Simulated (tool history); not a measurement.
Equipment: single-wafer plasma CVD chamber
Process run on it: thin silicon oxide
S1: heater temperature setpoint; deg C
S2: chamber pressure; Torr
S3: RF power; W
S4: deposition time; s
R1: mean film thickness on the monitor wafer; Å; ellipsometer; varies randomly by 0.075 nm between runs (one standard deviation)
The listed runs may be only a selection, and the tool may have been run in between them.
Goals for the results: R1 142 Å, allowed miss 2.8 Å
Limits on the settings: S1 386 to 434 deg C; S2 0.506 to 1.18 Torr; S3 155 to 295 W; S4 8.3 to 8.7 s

run	hour	S1	S2	S3	S4	R1
1	0	410	0.843	225	8.7	153.89
2	6.7	410	0.835	225	8.7	152.56
3	11.7	410	0.828	225	8.7	153.56
4	16.6	420	0.828	225	8.7	150.91
5	17.6	420	0.828	225	8.7	153.04
6	24.7	420	0.82	225	8.7	150.8
7	29.8	420	0.814	225	8.7	148.97
8	30.9	420	0.809	225	8.7	148.35
9	37.5	420	0.805	225	8.7	147.56
10	46.4	420	0.801	225	8.7	148.55
11	53.4	420	0.796	225	8.7	146.08
12	54.8	420	0.796	225	8.7	146.84
13	59.8	420	0.793	225	8.7	145.6

Consider the 5 candidate settings below. Which is the only one whose results all fall within their allowed miss of target?
A	64.8	430	0.845	190	8.7	?
B	64.8	420	0.802	265	8.3	?
C	64.8	421	0.734	275	8.7	?
D	64.8	423	0.87	210	8.4	?
E	64.8	427	0.849	220	8.7	?

move	R1
A	141.45
B	152.58
C	149.53
D	147.98
E	153.32
A: hits every target within its allowed miss
B: the biggest miss grows against the last run
C: the biggest miss grows against the last run
D: the biggest miss grows against the last run
E: the biggest miss grows against the last run
Correct choice: A, which meets every target

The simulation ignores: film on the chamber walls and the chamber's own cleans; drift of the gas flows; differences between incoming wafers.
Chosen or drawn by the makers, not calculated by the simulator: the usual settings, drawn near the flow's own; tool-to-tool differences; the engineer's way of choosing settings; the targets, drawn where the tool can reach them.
